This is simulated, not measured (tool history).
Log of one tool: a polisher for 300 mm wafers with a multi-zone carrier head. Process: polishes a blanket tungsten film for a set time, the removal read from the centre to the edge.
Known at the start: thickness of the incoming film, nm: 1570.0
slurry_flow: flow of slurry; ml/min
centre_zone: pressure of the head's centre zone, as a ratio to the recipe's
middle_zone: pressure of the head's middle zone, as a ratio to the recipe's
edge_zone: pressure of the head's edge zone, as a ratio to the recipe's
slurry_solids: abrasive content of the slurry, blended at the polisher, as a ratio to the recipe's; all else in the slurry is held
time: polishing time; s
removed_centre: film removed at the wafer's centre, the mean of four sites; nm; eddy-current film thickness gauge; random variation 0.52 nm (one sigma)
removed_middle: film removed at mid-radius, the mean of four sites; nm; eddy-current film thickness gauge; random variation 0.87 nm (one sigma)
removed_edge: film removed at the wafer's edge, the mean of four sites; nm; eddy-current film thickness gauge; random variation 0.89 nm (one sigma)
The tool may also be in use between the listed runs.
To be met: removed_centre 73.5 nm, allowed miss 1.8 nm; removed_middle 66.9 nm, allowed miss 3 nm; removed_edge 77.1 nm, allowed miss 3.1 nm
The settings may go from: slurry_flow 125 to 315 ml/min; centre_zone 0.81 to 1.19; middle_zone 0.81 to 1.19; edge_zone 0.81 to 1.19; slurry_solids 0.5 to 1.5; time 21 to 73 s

run,hour,slurry_flow,centre_zone,middle_zone,edge_zone,slurry_solids,time,removed_centre,removed_middle,removed_edge
1,0,205,1,1,1,1,47,141.89,142.82,146.93
2,4.3,195,0.99,0.95,0.97,0.85,41,119.37,114.92,119.45
3,9.2,195,0.94,0.95,0.97,0.85,41,113.51,116.49,118.19
4,16.4,195,0.9,0.95,0.97,0.85,41,107.61,113.94,118.86
5,24,185,0.9,0.91,0.98,0.75,37,94.648,97.365,106.16
6,26,180,0.91,0.88,0.96,0.7,34,86.654,85.16,95.607
7,34,180,0.91,0.88,0.96,0.7,34,86.961,86.662,93.23
8,38.2,170,0.92,0.86,0.97,0.65,33,82.617,78.786,91.581
9,41.5,165,0.92,0.81,0.87,0.5,29,70.47,63.338,73.347
10,50,175,0.92,0.81,0.88,0.5,29,71.55,64.039,73.856
11,58.7,180,0.92,0.81,0.89,0.5,29,71.318,65.272,74.971

4 next moves are on the table. One of them brings every result within its allowed miss. Which?
A,67.4,130,0.89,0.83,0.92,0.5,30,?,?,?
B,67.4,125,0.94,0.83,0.91,0.5,31,?,?,?
C,67.4,175,0.91,0.87,0.89,0.6,28,?,?,?
D,67.4,190,0.87,0.89,0.81,0.55,31,?,?,?

move,removed_centre,removed_middle,removed_edge
A,67.753,64.891,74.341
B,73.451,66.617,76.09
C,69.581,67.328,72.187
D,73.659,75.907,76.323
A: further off than the last run
B: meets every target
C: further off than the last run
D: brings the result that was furthest off to its target, and leaves another outside
The right move is B.
